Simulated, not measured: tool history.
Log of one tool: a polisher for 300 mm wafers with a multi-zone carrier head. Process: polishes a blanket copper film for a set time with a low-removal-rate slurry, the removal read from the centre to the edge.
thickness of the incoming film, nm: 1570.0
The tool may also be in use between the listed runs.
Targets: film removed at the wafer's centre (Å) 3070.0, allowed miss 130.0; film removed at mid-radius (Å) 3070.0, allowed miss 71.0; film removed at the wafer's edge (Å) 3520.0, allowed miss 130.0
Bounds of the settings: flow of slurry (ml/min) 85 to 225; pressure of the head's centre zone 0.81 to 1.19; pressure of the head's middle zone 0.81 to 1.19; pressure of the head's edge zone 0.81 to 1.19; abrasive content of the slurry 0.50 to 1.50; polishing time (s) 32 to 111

run	hour	flow of slurry (ml/min)	pressure of the head's centre zone	pressure of the head's middle zone	pressure of the head's edge zone	abrasive content of the slurry	polishing time (s)	film removed at the wafer's centre (Å)	film removed at mid-radius (Å)	film removed at the wafer's edge (Å)
1	0.0	145	1.00	1.00	1.00	1.00	71	2447.7	2482.0	2514.6
2	6.5	145	1.00	1.05	1.00	1.00	71	2456.9	2584.4	2572.3
3	7.5	180	1.00	1.05	1.00	1.00	71	2588.3	2657.2	2584.3
4	10.1	170	1.00	1.04	1.02	1.05	72	2626.1	2661.0	2633.3
5	13.0	160	0.99	1.03	1.04	1.10	74	2609.2	2761.2	2778.3
6	21.5	160	0.99	1.09	1.04	1.10	74	2644.1	2897.3	2762.2
7	25.3	195	0.99	0.99	1.14	1.35	77	3003.0	3026.3	3306.8
8	29.5	195	0.99	0.99	1.15	1.35	77	3005.0	3028.2	3295.8
9	34.0	195	0.99	0.98	1.16	1.35	77	3055.3	3006.9	3253.5
10	42.8	195	0.98	0.97	1.16	1.35	77	2978.4	2973.5	3306.0

Which of these 4 next moves meets every target?
A	51.6	175	0.95	0.93	1.14	1.45	82	?	?	?
B	51.6	190	1.09	1.09	1.07	1.25	70	?	?	?
C	51.6	200	1.09	1.14	1.14	1.45	70	?	?	?
D	51.6	185	0.88	0.90	1.11	1.50	81	?	?	?

move	film removed at the wafer's centre (Å)	film removed at mid-radius (Å)	film removed at the wafer's edge (Å)
A	3048.1	3104.7	3522.9
B	2913.2	2947.9	2818.1
C	3062.5	3216.1	3047.0
D	2844.5	3041.6	3490.0
A: meets every target
B: further off than the last run
C: further off than the last run
D: brings the result that was furthest off to its target, and leaves another outside
Answer: A

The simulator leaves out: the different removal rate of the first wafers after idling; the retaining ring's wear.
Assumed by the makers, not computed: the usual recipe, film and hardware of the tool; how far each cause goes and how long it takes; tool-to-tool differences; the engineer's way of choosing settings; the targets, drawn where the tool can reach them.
